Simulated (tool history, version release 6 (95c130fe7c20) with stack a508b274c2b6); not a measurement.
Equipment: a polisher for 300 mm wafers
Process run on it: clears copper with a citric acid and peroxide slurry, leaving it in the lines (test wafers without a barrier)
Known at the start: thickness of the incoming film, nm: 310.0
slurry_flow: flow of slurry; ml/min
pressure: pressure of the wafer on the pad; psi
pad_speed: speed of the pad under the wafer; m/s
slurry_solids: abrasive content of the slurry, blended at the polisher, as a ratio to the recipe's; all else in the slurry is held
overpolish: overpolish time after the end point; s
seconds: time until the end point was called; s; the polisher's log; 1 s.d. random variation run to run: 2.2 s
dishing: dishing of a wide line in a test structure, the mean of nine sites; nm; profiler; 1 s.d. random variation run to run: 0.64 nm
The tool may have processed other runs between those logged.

| run | hour | slurry_flow | pressure | pad_speed | slurry_solids | overpolish | seconds | dishing |
|---|---|---|---|---|---|---|---|---|
| 1 | 0 | 230 | 3.5 | 1.1 | 1 | 18 | 127.86 | 28.024 |
| 2 | 1.6 | 230 | 3.5 | 1.1 | 0.85 | 18 | 135.07 | 27.01 |
| 3 | 10.6 | 265 | 3.5 | 1.1 | 0.85 | 18 | 129.13 | 27.147 |
| 4 | 18.6 | 265 | 3.5 | 1.32 | 0.85 | 18 | 116.27 | 29.44 |
| 5 | 24.5 | 265 | 3.5 | 1.32 | 0.85 | 20 | 115.8 | 32.582 |
| 6 | 29.8 | 265 | 3.5 | 1.32 | 0.85 | 21 | 119.51 | 34.476 |
| 7 | 37.3 | 265 | 3.5 | 1.32 | 0.85 | 22 | 115.68 | 35.474 |
| 8 | 41.4 | 265 | 3.5 | 1.32 | 0.85 | 23 | 112.43 | 36.021 |

Run 9 has not been measured yet. What should we expect?
| 9 | 49.4 | 260 | 3.4 | 1.32 | 0.85 | 24 | ? | ? |

{"run 9": {"seconds": 116.17, "dishing": 36.744}}

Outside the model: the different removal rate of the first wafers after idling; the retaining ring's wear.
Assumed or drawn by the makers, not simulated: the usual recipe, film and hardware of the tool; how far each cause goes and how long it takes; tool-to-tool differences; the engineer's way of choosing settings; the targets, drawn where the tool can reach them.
